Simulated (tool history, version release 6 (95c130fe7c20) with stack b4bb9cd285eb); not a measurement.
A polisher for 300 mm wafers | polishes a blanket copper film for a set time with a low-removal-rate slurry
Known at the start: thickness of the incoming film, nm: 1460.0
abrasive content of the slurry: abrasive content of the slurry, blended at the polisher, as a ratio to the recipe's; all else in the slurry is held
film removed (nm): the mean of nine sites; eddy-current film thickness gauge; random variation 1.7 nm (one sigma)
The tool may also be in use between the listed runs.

run,hour,flow of slurry (ml/min),pressure of the wafer on the pad (psi),speed of the pad under the wafer (cm/s),abrasive content of the slurry,polishing time (s),film removed (nm)
1,0.0,170,2.6,94,1.00,48,139.66
2,1.3,145,2.6,94,1.00,48,136.17
3,2.9,155,2.9,94,1.00,48,154.12
4,5.5,165,3.1,94,1.00,48,164.50
5,13.7,145,3.1,94,1.00,48,160.52
6,21.6,145,3.1,94,0.85,48,154.71

Run 7 comes next. What will it give?
7,28.2,155,3.3,94,0.85,48,?

Run 7 gave film removed (nm) 167.01.
